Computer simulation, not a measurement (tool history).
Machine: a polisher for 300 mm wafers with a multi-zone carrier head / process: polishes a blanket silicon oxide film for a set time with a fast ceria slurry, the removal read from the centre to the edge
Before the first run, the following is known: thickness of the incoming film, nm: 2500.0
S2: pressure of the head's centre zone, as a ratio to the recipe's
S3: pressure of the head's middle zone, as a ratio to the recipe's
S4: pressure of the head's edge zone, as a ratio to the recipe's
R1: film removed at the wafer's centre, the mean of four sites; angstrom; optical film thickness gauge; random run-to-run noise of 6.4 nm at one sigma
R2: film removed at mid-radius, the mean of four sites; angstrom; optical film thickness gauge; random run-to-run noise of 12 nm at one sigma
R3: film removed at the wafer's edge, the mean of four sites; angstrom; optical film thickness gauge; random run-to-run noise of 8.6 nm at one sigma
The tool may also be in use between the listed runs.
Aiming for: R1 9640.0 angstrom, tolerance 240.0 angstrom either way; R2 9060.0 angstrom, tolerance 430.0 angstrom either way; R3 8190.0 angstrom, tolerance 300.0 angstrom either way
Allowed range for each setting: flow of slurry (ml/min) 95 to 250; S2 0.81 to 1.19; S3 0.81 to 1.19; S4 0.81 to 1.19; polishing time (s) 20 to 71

run 1 hour=0.0 | flow_of_slurry_(ml/min)=160 S2=1.00 S3=1.00 S4=1.00 polishing_time_(s)=45 | R1=6935.0 R2=7012.8 R3=6935.4
run 2 hour=7.2 | flow_of_slurry_(ml/min)=170 S2=1.02 S3=1.02 S4=1.01 polishing_time_(s)=45 | R1=7094.8 R2=7164.1 R3=7086.4
run 3 hour=8.7 | flow_of_slurry_(ml/min)=175 S2=1.04 S3=1.04 S4=1.00 polishing_time_(s)=46 | R1=7503.1 R2=7566.2 R3=7225.6
run 4 hour=12.0 | flow_of_slurry_(ml/min)=180 S2=1.06 S3=1.05 S4=1.01 polishing_time_(s)=46 | R1=7621.4 R2=7479.8 R3=7344.4
run 5 hour=18.7 | flow_of_slurry_(ml/min)=185 S2=1.08 S3=1.07 S4=1.00 polishing_time_(s)=47 | R1=8034.1 R2=7968.0 R3=7458.4
run 6 hour=20.3 | flow_of_slurry_(ml/min)=160 S2=1.08 S3=1.07 S4=1.00 polishing_time_(s)=47 | R1=7735.5 R2=7788.3 R3=7194.5
run 7 hour=23.8 | flow_of_slurry_(ml/min)=170 S2=1.09 S3=1.08 S4=1.00 polishing_time_(s)=47 | R1=7885.8 R2=7888.5 R3=7425.3
run 8 hour=27.8 | flow_of_slurry_(ml/min)=180 S2=1.10 S3=1.09 S4=1.00 polishing_time_(s)=47 | R1=8107.1 R2=7885.0 R3=7448.2
run 9 hour=32.5 | flow_of_slurry_(ml/min)=185 S2=1.11 S3=1.10 S4=1.00 polishing_time_(s)=47 | R1=8242.1 R2=8035.2 R3=7293.6

Below are 4 possible settings for the next run. Only one of them brings all results inside the allowed miss of their targets. Which is it?
run A hour=37.2 | flow_of_slurry_(ml/min)=195 S2=1.12 S3=1.18 S4=0.91 polishing_time_(s)=54 | R1=? R2=? R3=?
run B hour=37.2 | flow_of_slurry_(ml/min)=185 S2=1.12 S3=1.14 S4=1.05 polishing_time_(s)=51 | R1=? R2=? R3=?
run C hour=37.2 | flow_of_slurry_(ml/min)=205 S2=1.17 S3=1.12 S4=1.02 polishing_time_(s)=51 | R1=? R2=? R3=?
run D hour=37.2 | flow_of_slurry_(ml/min)=210 S2=1.19 S3=1.16 S4=0.91 polishing_time_(s)=50 | R1=? R2=? R3=?

move=A R1=9613.8 R2=9960.6 R3=8322.5
move=B R1=8997.9 R2=9058.4 R3=8296.4
move=C R1=9546.1 R2=9054.3 R3=8287.6
move=D R1=9552.7 R2=9179.6 R3=7767.9
A: brings the last run's worst result on target, with another outside its allowed miss
B: better than the last run, though not everything is in spec
C: each result inside its tolerance
D: brings the last run's worst result on target, with another outside its allowed miss
The move that meets every target is C.
